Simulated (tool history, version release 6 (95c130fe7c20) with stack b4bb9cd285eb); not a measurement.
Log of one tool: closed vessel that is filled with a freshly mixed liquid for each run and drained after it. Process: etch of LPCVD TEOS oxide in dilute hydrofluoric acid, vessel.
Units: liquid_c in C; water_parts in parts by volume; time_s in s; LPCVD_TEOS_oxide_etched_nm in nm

run  hour  liquid_c  water_parts  time_s  LPCVD_TEOS_oxide_etched_nm
  1     0        26          150      70                      15.023
  2   6.1      24.5          150      70                      14.317
  3    15      27.5          120      70                      21.164
  4  23.8      29.5          105      70                      26.071
  5  30.2        32          105      70                      28.762
  6  34.2        33          105      70                       29.93

The next listed run, before its measurement:
  7  37.6      33.5           95      70                           ?

Run 7 gave LPCVD_TEOS_oxide_etched_nm 33.913 nm.

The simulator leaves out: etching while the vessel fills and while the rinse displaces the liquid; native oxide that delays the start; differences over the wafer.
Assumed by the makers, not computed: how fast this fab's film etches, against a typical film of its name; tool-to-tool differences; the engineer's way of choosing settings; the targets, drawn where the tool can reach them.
